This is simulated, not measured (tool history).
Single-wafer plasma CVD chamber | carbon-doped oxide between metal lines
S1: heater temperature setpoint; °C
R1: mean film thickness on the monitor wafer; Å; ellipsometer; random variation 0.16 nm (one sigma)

run 1 hour=0 | S1=365 chamber_pressure_(Torr)=4.96 RF_power_(kW)=0.42 deposition_time_(s)=12.2 | R1=570.71
run 2 hour=6.2 | S1=361 chamber_pressure_(Torr)=4.96 RF_power_(kW)=0.42 deposition_time_(s)=12.2 | R1=578.97
run 3 hour=13.5 | S1=368 chamber_pressure_(Torr)=4.96 RF_power_(kW)=0.42 deposition_time_(s)=12.2 | R1=567.24
run 4 hour=19.1 | S1=368 chamber_pressure_(Torr)=4.19 RF_power_(kW)=0.42 deposition_time_(s)=12.2 | R1=554.71
run 5 hour=27.4 | S1=368 chamber_pressure_(Torr)=4.19 RF_power_(kW)=0.475 deposition_time_(s)=12.2 | R1=620.71
run 6 hour=35.5 | S1=366 chamber_pressure_(Torr)=4.32 RF_power_(kW)=0.475 deposition_time_(s)=12.2 | R1=625.58

Run 7 comes next. What will it give?
run 7 hour=39.5 | S1=364 chamber_pressure_(Torr)=4.43 RF_power_(kW)=0.475 deposition_time_(s)=12.2 | R1=?

R1: 627.89 Å

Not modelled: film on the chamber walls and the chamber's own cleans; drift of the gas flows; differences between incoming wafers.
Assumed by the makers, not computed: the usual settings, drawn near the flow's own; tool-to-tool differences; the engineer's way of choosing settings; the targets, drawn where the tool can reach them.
